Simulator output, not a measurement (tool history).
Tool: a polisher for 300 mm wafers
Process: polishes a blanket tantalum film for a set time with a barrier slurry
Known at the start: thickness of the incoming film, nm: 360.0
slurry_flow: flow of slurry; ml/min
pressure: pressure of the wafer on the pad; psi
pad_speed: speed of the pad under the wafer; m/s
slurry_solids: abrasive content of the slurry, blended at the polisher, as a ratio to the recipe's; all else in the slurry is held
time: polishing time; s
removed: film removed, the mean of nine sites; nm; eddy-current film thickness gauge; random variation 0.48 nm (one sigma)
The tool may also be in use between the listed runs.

| run | hour | slurry_flow | pressure | pad_speed | slurry_solids | time | removed |
|---|---|---|---|---|---|---|---|
| 1 | 0.0 | 140 | 1.8 | 0.88 | 1.0 | 26 | 40.174 |
| 2 | 1.8 | 150 | 2.0 | 0.88 | 1.0 | 26 | 45.066 |
| 3 | 6.3 | 155 | 2.1 | 0.88 | 1.0 | 26 | 47.788 |
| 4 | 15.3 | 155 | 2.1 | 0.88 | 1.1 | 26 | 49.090 |
| 5 | 18.3 | 155 | 2.1 | 1.02 | 1.1 | 26 | 57.404 |
| 6 | 20.2 | 160 | 2.1 | 1.02 | 1.1 | 26 | 57.436 |

Run 7 comes next. What will it give?
| 7 | 24.1 | 165 | 2.1 | 1.02 | 1.1 | 26 | ? |

Run 7 gave removed 57.181 nm.

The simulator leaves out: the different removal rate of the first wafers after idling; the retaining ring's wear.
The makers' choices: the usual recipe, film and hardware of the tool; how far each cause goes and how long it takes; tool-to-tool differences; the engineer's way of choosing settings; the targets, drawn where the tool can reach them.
